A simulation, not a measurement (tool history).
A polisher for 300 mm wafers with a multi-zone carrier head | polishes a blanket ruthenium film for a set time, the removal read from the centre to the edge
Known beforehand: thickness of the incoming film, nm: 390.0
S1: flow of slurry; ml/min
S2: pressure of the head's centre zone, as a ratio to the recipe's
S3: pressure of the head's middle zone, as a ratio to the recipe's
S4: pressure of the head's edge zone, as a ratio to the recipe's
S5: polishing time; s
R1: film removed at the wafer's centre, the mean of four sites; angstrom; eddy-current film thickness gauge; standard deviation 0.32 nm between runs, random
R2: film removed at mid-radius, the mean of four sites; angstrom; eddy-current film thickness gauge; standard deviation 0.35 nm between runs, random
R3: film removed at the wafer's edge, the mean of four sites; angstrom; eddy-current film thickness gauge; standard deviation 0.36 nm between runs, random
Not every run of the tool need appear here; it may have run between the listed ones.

run,day,S1,S2,S3,S4,S5,R1,R2,R3
1,0,245,1,1,1,53,624.26,594.78,606.52
2,0.15,220,0.95,0.97,0.97,45,491.75,496.66,505.42
3,0.371,205,0.93,0.93,0.95,39,407.94,409.04,421.94
4,0.704,205,0.93,0.93,0.99,39,409.85,412.28,429.01
5,0.921,265,0.93,0.93,0.99,39,427.29,425.27,442.01
6,1.138,255,0.9,0.9,0.97,36,377.67,380.78,402.13
7,1.312,250,0.88,0.88,0.95,34,356.45,351.55,379.08
8,1.346,250,0.88,0.88,0.95,34,349.48,349.63,380.69
9,1.596,245,0.86,0.88,0.92,32,311.78,325.36,351.76
10,1.783,245,0.86,0.88,0.89,32,320.41,326.43,345.44
11,1.804,235,0.85,0.87,0.88,32,315.17,330.91,333.18
12,1.883,235,0.84,0.86,0.89,31,295.43,310.95,331.96
13,1.938,230,0.84,0.85,0.88,31,298.35,313.12,330.9
14,2.05,230,0.84,0.84,0.88,31,300.24,306.16,326.72

What does the tool deliver on the next run?
15,2.167,225,0.83,0.84,0.88,31,?,?,?

{"run 15": {"R1": 296.43, "R2": 309.33, "R3": 327.53}}
